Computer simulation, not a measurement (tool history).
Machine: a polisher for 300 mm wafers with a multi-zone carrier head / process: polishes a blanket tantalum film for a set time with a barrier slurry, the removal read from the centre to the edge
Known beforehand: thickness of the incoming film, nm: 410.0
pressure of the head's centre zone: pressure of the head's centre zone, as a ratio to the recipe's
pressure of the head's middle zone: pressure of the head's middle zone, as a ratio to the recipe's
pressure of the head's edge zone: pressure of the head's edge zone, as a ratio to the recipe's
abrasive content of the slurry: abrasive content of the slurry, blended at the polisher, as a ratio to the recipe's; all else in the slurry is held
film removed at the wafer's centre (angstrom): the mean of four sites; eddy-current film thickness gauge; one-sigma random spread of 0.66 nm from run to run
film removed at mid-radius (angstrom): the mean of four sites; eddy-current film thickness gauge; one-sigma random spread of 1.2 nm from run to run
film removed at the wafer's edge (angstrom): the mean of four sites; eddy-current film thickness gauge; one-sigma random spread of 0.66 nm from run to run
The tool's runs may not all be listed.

run  hour  flow of slurry (ml/min)  pressure of the head's centre zone  pressure of the head's middle zone  pressure of the head's edge zone  abrasive content of the slurry  polishing time (s)  film removed at the wafer's centre (angstrom)  film removed at mid-radius (angstrom)  film removed at the wafer's edge (angstrom)
  1     0                      195                                   1                                   1                                 1                               1                  72                                         709.04                                 701.89                                       708.03
  2   4.6                      195                                   1                                   1                              0.97                               1                  72                                         709.34                                 721.67                                       711.02
  3  11.4                      160                                   1                                   1                              0.97                               1                  72                                         685.15                                  689.4                                        691.2
  4  17.6                      160                                   1                                   1                              0.97                             0.9                  72                                         677.34                                 667.61                                       680.88
  5  18.6                      170                                0.95                                1.02                              1.02                             1.1                  76                                         707.95                                 769.92                                       764.07
  6  23.5                      180                                0.92                                1.03                              1.06                             1.2                  78                                         733.19                                  818.3                                       822.01
  7    25                      195                                0.89                                1.05                              1.09                             1.3                  79                                         741.96                                 867.63                                       855.39

Run 8, settings as shown, results not yet in. Your forecast:
  8  33.6                      200                                0.87                                1.06                              1.11                            1.35                  81                                              ?                                      ?                                            ?

Run 8 gave film removed at the wafer's centre (angstrom) 737.39, film removed at mid-radius (angstrom) 915.26, film removed at the wafer's edge (angstrom) 891.66.

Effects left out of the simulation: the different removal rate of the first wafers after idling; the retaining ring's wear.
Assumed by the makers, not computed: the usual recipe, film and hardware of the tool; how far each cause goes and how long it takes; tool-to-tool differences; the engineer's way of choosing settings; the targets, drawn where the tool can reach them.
